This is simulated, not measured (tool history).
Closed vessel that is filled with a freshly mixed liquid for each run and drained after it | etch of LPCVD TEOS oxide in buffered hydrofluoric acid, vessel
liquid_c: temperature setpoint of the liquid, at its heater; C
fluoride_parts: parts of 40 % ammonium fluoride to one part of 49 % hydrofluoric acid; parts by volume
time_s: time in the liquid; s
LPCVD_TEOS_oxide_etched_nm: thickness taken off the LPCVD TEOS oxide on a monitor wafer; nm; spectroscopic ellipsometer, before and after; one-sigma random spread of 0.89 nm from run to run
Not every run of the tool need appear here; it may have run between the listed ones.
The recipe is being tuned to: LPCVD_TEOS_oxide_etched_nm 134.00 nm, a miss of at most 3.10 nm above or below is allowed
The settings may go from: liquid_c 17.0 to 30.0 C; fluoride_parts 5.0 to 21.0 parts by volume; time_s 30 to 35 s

| run | hour | liquid_c | fluoride_parts | time_s | LPCVD_TEOS_oxide_etched_nm |
|---|---|---|---|---|---|
| 1 | 0.0 | 22.0 | 13.0 | 35 | 98.26 |
| 2 | 7.8 | 23.0 | 13.0 | 35 | 104.59 |
| 3 | 13.7 | 23.0 | 13.0 | 35 | 103.62 |
| 4 | 19.0 | 24.0 | 13.0 | 35 | 109.65 |
| 5 | 20.6 | 25.0 | 13.0 | 35 | 115.70 |
| 6 | 27.8 | 25.0 | 9.5 | 35 | 154.51 |
| 7 | 36.5 | 24.5 | 9.5 | 35 | 152.21 |
| 8 | 44.9 | 24.0 | 9.5 | 35 | 145.25 |
| 9 | 49.5 | 23.5 | 9.5 | 35 | 140.24 |
| 10 | 53.4 | 23.0 | 9.5 | 35 | 138.49 |

Exercise: of the 4 proposed moves below, exactly one satisfies all targets within the stated allowed misses. Which move is it?
| A | 57.3 | 25.0 | 10.5 | 35 | ? |
| B | 57.3 | 26.0 | 9.0 | 30 | ? |
| C | 57.3 | 23.5 | 9.0 | 30 | ? |
| D | 57.3 | 22.5 | 8.0 | 30 | ? |

| move | LPCVD_TEOS_oxide_etched_nm |
|---|---|
| A | 142.53 |
| B | 144.47 |
| C | 126.15 |
| D | 135.69 |
A: its largest miss is bigger than the last run's
B: its largest miss is bigger than the last run's
C: the result that was furthest off in the last run now lies on the other side of its target
D: meets every target
So the answer is move D, the one that meets all the targets.
